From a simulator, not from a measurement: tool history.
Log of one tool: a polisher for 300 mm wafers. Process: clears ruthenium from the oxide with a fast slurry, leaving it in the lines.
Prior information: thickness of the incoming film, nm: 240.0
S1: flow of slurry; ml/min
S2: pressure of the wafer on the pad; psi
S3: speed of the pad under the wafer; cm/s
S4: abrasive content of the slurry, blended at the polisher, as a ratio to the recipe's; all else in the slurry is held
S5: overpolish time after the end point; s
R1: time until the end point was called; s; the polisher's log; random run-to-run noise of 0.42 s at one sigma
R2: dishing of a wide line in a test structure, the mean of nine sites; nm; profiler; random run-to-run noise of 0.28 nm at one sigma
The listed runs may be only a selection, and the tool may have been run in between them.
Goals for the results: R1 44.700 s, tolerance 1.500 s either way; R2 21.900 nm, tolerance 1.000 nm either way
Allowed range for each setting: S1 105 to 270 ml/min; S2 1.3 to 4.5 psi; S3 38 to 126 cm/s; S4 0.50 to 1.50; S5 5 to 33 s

run 1 hour=0.0 | S1=175 S2=2.9 S3=82 S4=1.00 S5=17 | R1=72.003 R2=40.375
run 2 hour=4.1 | S1=185 S2=3.2 S3=82 S4=1.00 S5=13 | R1=64.221 R2=35.554
run 3 hour=9.2 | S1=185 S2=3.2 S3=82 S4=1.00 S5=18 | R1=63.577 R2=45.926
run 4 hour=17.4 | S1=185 S2=3.6 S3=82 S4=1.00 S5=18 | R1=58.327 R2=50.614
run 5 hour=18.3 | S1=185 S2=3.6 S3=62 S4=1.00 S5=18 | R1=72.151 R2=42.520
run 6 hour=20.2 | S1=210 S2=3.5 S3=72 S4=1.00 S5=14 | R1=64.862 R2=37.081
run 7 hour=26.3 | S1=230 S2=3.4 S3=80 S4=1.05 S5=11 | R1=59.008 R2=33.532
run 8 hour=29.2 | S1=240 S2=3.1 S3=88 S4=1.20 S5=9 | R1=55.830 R2=29.693

5 candidate next runs follow, results not yet known. Just one meets every target within its allowed miss. Identify it.
run A hour=32.1 | S1=235 S2=2.4 S3=82 S4=1.20 S5=13 | R1=? R2=?
run B hour=32.1 | S1=260 S2=3.2 S3=104 S4=1.10 S5=9 | R1=? R2=?
run C hour=32.1 | S1=250 S2=3.3 S3=90 S4=1.20 S5=14 | R1=? R2=?
run D hour=32.1 | S1=205 S2=3.3 S3=108 S4=1.20 S5=5 | R1=? R2=?
run E hour=32.1 | S1=250 S2=2.9 S3=70 S4=1.20 S5=10 | R1=? R2=?

move=A R1=77.910 R2=31.035
move=B R1=48.809 R2=33.682
move=C R1=52.358 R2=44.909
move=D R1=45.593 R2=21.656
move=E R1=73.872 R2=26.018
A: further off than the last run
B: further off than the last run
C: further off than the last run
D: meets every target
E: further off than the last run
Answer: D
